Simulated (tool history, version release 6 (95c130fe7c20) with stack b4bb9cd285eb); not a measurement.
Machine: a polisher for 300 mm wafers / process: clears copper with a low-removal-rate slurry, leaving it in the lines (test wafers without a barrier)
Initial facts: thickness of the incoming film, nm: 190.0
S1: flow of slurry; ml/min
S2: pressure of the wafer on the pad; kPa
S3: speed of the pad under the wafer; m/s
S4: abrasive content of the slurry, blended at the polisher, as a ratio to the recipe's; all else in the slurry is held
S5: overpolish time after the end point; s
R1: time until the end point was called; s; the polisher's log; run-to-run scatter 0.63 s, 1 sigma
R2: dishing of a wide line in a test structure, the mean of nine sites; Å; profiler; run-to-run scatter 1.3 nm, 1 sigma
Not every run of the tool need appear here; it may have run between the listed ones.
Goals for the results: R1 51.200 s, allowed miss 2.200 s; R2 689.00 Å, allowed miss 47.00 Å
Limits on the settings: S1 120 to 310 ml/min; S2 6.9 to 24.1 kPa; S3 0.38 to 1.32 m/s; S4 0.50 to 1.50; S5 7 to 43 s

| run | day | S1 | S2 | S3 | S4 | S5 | R1 | R2 |
|---|---|---|---|---|---|---|---|---|
| 1 | 0.000 | 200 | 15.2 | 0.84 | 1.00 | 22 | 79.916 | 326.15 |
| 2 | 0.112 | 235 | 15.2 | 0.84 | 1.00 | 22 | 76.428 | 326.45 |
| 3 | 0.425 | 235 | 12.4 | 0.84 | 1.00 | 22 | 91.616 | 279.03 |
| 4 | 0.758 | 235 | 12.4 | 0.76 | 1.00 | 22 | 103.180 | 246.71 |
| 5 | 0.921 | 235 | 12.4 | 0.76 | 1.00 | 17 | 103.670 | 202.51 |
| 6 | 1.088 | 235 | 12.4 | 0.76 | 1.00 | 26 | 102.770 | 293.34 |
| 7 | 1.462 | 235 | 13.8 | 0.76 | 1.00 | 27 | 93.114 | 322.82 |
| 8 | 1.596 | 235 | 14.5 | 0.76 | 1.00 | 28 | 90.720 | 338.04 |
| 9 | 1.804 | 235 | 15.2 | 0.76 | 1.00 | 29 | 87.113 | 380.69 |
| 10 | 1.858 | 235 | 15.9 | 0.76 | 1.00 | 29 | 81.618 | 382.10 |
| 11 | 1.975 | 235 | 15.9 | 0.76 | 1.00 | 29 | 82.457 | 390.87 |
| 12 | 2.329 | 235 | 16.5 | 0.76 | 1.00 | 29 | 78.361 | 413.15 |
| 13 | 2.367 | 235 | 20.7 | 0.78 | 1.00 | 32 | 60.799 | 523.55 |
| 14 | 2.471 | 235 | 22.1 | 0.80 | 1.00 | 35 | 56.808 | 612.27 |

Pick the move, out of 5, that brings all results within their allowed miss; only one does.
| A | 2.575 | 215 | 23.4 | 0.84 | 0.95 | 30 | ? | ? |
| B | 2.575 | 230 | 24.1 | 0.74 | 0.90 | 33 | ? | ? |
| C | 2.575 | 230 | 22.8 | 0.86 | 1.00 | 29 | ? | ? |
| D | 2.575 | 230 | 24.1 | 0.78 | 1.10 | 37 | ? | ? |
| E | 2.575 | 235 | 22.8 | 0.72 | 0.95 | 41 | ? | ? |

| move | R1 | R2 |
|---|---|---|
| A | 51.988 | 588.13 |
| B | 57.538 | 586.65 |
| C | 51.109 | 579.45 |
| D | 51.610 | 690.23 |
| E | 61.446 | 652.72 |
A: the furthest-off result lands on target, but another misses its tolerance
B: moves away from the targets compared with the last run
C: the furthest-off result lands on target, but another misses its tolerance
D: every result within its allowed miss
E: moves away from the targets compared with the last run
Move D is the one to make.
